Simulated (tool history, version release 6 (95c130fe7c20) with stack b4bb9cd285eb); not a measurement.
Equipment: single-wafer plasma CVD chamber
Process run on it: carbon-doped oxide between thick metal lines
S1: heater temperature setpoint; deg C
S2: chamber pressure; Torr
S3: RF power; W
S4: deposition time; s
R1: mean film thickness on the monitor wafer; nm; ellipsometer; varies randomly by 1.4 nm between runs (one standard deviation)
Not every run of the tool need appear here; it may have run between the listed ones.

run	hour	S1	S2	S3	S4	R1
1	0	335	6.66	450	73.4	383.43
2	4.5	345	6.66	450	73.4	371.17
3	10.5	345	6.66	510	73.4	407.95
4	14.2	335	6.66	510	73.4	418.31
5	18.7	335	6.66	510	73.4	416.15
6	24.6	335	6.66	470	73.4	393.31

What does the tool deliver on the next run?
# hour 30.6: thermocouple changed; heater temperature recalibrated
7	30.6	332	6.93	475	73.4	?

R1: 406.64 nm
